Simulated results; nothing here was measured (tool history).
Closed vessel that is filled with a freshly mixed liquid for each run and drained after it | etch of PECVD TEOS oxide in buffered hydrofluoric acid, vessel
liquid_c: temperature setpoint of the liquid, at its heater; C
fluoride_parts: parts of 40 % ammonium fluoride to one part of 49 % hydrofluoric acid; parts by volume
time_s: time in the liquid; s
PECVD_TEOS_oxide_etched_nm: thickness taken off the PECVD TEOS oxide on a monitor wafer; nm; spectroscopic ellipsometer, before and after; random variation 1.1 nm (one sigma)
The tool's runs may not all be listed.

run  hour  liquid_c  fluoride_parts  time_s  PECVD_TEOS_oxide_etched_nm
  1     0        23            17.5     100                      128.06
  2   6.6        23            17.5     100                       130.5
  3   9.5        24            17.5     100                      136.39
  4  10.4        24            22.5     100                      110.49
  5  12.3      25.5            22.5     100                      120.65
  6  18.6      26.5            22.5     100                      127.54

The next listed run, before its measurement:
  7  22.7      27.5            22.5     100                           ?

PECVD_TEOS_oxide_etched_nm: 132.14 nm
